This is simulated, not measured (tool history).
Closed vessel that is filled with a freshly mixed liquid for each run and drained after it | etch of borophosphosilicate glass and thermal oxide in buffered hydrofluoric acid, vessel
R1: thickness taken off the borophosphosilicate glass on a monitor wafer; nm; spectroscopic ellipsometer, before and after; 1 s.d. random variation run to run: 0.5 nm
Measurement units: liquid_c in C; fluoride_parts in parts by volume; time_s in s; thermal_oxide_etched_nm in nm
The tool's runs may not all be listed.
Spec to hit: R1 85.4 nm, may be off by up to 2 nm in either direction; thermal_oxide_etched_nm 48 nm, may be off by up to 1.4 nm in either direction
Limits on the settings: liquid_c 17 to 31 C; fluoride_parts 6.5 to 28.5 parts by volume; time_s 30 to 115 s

{"run": 1, "hour": 0.0, "liquid_c": 23, "fluoride_parts": 17.5, "time_s": 60, "R1": 65.958, "thermal_oxide_etched_nm": 37.16}
{"run": 2, "hour": 6.2, "liquid_c": 24, "fluoride_parts": 17.5, "time_s": 60, "R1": 69.537, "thermal_oxide_etched_nm": 39.002}
{"run": 3, "hour": 8.2, "liquid_c": 24, "fluoride_parts": 17.5, "time_s": 70, "R1": 81.701, "thermal_oxide_etched_nm": 45.822}
{"run": 4, "hour": 10.6, "liquid_c": 24, "fluoride_parts": 21, "time_s": 70, "R1": 68.689, "thermal_oxide_etched_nm": 38.634}
{"run": 5, "hour": 11.9, "liquid_c": 25, "fluoride_parts": 21, "time_s": 70, "R1": 72.29, "thermal_oxide_etched_nm": 41.199}
{"run": 6, "hour": 15.2, "liquid_c": 25.5, "fluoride_parts": 21, "time_s": 70, "R1": 74.317, "thermal_oxide_etched_nm": 42.062}
{"run": 7, "hour": 20.1, "liquid_c": 26, "fluoride_parts": 21, "time_s": 70, "R1": 75.899, "thermal_oxide_etched_nm": 43.062}
{"run": 8, "hour": 26.2, "liquid_c": 26.5, "fluoride_parts": 21, "time_s": 70, "R1": 78.179, "thermal_oxide_etched_nm": 44.367}
{"run": 9, "hour": 27.4, "liquid_c": 27, "fluoride_parts": 21, "time_s": 70, "R1": 80.933, "thermal_oxide_etched_nm": 45.491}
{"run": 10, "hour": 30.2, "liquid_c": 27.5, "fluoride_parts": 21, "time_s": 70, "R1": 83.223, "thermal_oxide_etched_nm": 46.615}

Which one of the following 4 next-run settings gets every result inside its allowed miss? There is exactly one.
{"run": "A", "hour": 33.0, "liquid_c": 31, "fluoride_parts": 19, "time_s": 55, "R1": "?", "thermal_oxide_etched_nm": "?"}
{"run": "B", "hour": 33.0, "liquid_c": 25, "fluoride_parts": 24.5, "time_s": 85, "R1": "?", "thermal_oxide_etched_nm": "?"}
{"run": "C", "hour": 33.0, "liquid_c": 27, "fluoride_parts": 15, "time_s": 50, "R1": "?", "thermal_oxide_etched_nm": "?"}
{"run": "D", "hour": 33.0, "liquid_c": 30.5, "fluoride_parts": 18, "time_s": 50, "R1": "?", "thermal_oxide_etched_nm": "?"}

move=A R1=85.094 thermal_oxide_etched_nm=48.403
move=B R1=79.104 thermal_oxide_etched_nm=44.904
move=C R1=79.142 thermal_oxide_etched_nm=44.902
move=D R1=79.492 thermal_oxide_etched_nm=45.2
A: hits every target within its allowed miss
B: misses by more than the last run did
C: misses by more than the last run did
D: misses by more than the last run did
A meets every target.

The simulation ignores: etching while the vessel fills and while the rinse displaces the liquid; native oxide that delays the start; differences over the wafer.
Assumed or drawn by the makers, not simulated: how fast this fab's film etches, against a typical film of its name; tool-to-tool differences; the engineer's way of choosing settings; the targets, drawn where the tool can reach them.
